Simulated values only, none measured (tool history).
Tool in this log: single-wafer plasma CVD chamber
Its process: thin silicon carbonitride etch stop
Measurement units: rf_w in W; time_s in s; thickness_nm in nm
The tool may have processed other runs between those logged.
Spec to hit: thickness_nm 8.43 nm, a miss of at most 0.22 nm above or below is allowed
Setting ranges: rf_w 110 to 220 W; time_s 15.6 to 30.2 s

run,hour,rf_w,time_s,thickness_nm
1,0,165,22.9,11.377
2,6.2,185,22.9,11.788
3,13.7,195,22.9,11.971
4,20,210,22.9,12.293
5,27.1,210,26,13.904
6,29.1,220,26,14.051
7,34.2,200,22.6,11.959
8,35.2,185,20.3,10.501
9,39.9,175,19,9.7219
10,42.5,165,18.3,9.0985

Which one of the following 4 next-run settings gets every result inside its allowed miss? There is exactly one.
A,45.1,180,20.3,?
B,45.1,180,17.5,?
C,45.1,210,17.8,?
D,45.1,160,17.1,?

move,thickness_nm
A,10.364
B,8.9342
C,9.5045
D,8.4369
A: the biggest miss grows against the last run
B: nearer the targets than the last run, but a result is still out of spec
C: the biggest miss grows against the last run
D: all results land within tolerance of their targets
So the answer is move D, the one that meets all the targets.
